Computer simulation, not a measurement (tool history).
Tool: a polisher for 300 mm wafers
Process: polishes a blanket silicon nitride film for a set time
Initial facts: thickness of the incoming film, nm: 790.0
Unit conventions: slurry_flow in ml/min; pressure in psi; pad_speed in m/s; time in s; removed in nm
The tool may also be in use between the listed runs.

run 1 hour=0 | slurry_flow=300 pressure=4.5 pad_speed=1.14 time=39 | removed=98.169
run 2 hour=6.9 | slurry_flow=300 pressure=4.5 pad_speed=1.14 time=35 | removed=87.187
run 3 hour=14.3 | slurry_flow=300 pressure=4.9 pad_speed=1.14 time=35 | removed=96.126
run 4 hour=18.6 | slurry_flow=300 pressure=4.9 pad_speed=1.28 time=35 | removed=105.53
run 5 hour=22.3 | slurry_flow=300 pressure=5.2 pad_speed=1.28 time=35 | removed=110.49
run 6 hour=23.9 | slurry_flow=300 pressure=5.5 pad_speed=1.28 time=35 | removed=116.54

What will run 7 give?
run 7 hour=25.7 | slurry_flow=310 pressure=6.8 pad_speed=1.3 time=35 | removed=?

{"run 7": {"removed": 146.18}}
